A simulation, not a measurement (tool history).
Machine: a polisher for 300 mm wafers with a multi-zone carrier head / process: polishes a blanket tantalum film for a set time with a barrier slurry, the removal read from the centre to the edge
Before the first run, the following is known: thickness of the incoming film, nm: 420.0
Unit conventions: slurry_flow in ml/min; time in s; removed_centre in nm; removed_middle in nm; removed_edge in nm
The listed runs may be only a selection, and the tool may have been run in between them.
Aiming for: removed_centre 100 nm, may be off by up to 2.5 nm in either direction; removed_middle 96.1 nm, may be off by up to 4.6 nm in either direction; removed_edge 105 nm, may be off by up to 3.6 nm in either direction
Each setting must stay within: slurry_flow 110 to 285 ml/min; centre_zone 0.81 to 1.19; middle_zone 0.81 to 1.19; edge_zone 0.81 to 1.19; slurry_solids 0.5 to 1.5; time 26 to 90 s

run	hour	slurry_flow	centre_zone	middle_zone	edge_zone	slurry_solids	time	removed_centre	removed_middle	removed_edge
1	0	180	1	1	1	1	58	75.616	81.128	78.241
2	5.9	180	1.04	1	1	1	58	80.216	82.325	78.568
3	7	185	1.04	0.99	1.03	1.1	58	81.918	82.238	80.908
4	13.4	185	1.04	0.99	1.1	1.1	58	82.109	84.215	84.335
5	21.2	215	1.04	0.99	1.1	1.1	58	84.46	82.492	86.025
6	23.2	215	1.04	0.95	1.1	1.1	58	83.905	80.523	85.417
7	28.5	215	1.04	0.95	1.1	1.1	58	84.879	80.768	84.213
8	34.9	225	1.04	0.96	1.12	1.15	58	84.933	81.615	87.314
9	43.1	230	1.05	0.97	1.13	1.2	58	86.612	86.486	86.361
10	45.2	225	1.04	0.96	1.13	1.2	60	88.31	86.519	88.797
11	51.2	225	1.04	0.97	1.14	1.15	61	90.299	86.502	91.939
12	53.2	225	1.04	0.97	1.15	1.15	62	91.068	90.006	94.387
13	57.9	230	1.04	0.97	1.16	1.15	63	93.502	89.902	97.205
14	63.2	235	1.04	0.97	1.17	1.15	63	92.936	89.991	96.257

Next run, 4 choices. One meets every target within its allowed miss, the rest don't. Which?
A	68.5	220	1.03	0.94	1.18	1.2	69	?	?	?
B	68.5	215	1.06	1.02	1.12	1.25	63	?	?	?
C	68.5	215	1.13	0.99	1.13	1.35	64	?	?	?
D	68.5	285	1.03	0.81	1.19	0.5	78	?	?	?

move	removed_centre	removed_middle	removed_edge
A	101.85	96.394	105.38
B	96.149	94.667	94.193
C	105.61	95.055	97.485
D	100.61	84.004	103.66
A: every result within its allowed miss
B: its largest miss is bigger than the last run's
C: takes the result that was furthest off past its target
D: gets the furthest-off result to its target, but another result is out of tolerance
Move A is the one to make.
